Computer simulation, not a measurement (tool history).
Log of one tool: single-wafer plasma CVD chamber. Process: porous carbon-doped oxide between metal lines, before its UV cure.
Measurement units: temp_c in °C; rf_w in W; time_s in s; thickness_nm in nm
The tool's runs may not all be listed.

run 1 day=0 | temp_c=290 rf_w=560 time_s=32.9 | thickness_nm=200.18
run 2 day=0.317 | temp_c=293 rf_w=545 time_s=32.8 | thickness_nm=189.73
run 3 day=0.646 | temp_c=293 rf_w=590 time_s=32.8 | thickness_nm=206.5
run 4 day=0.812 | temp_c=295 rf_w=575 time_s=32.7 | thickness_nm=197.87
run 5 day=0.921 | temp_c=295 rf_w=575 time_s=32.9 | thickness_nm=199.77
run 6 day=1.217 | temp_c=295 rf_w=575 time_s=32.9 | thickness_nm=195.86
run 7 day=1.308 | temp_c=298 rf_w=570 time_s=32.9 | thickness_nm=194.36

For run 8, what comes out?
run 8 day=1.446 | temp_c=300 rf_w=555 time_s=32.8 | thickness_nm=?

{"run 8": {"thickness_nm": 186.51}}
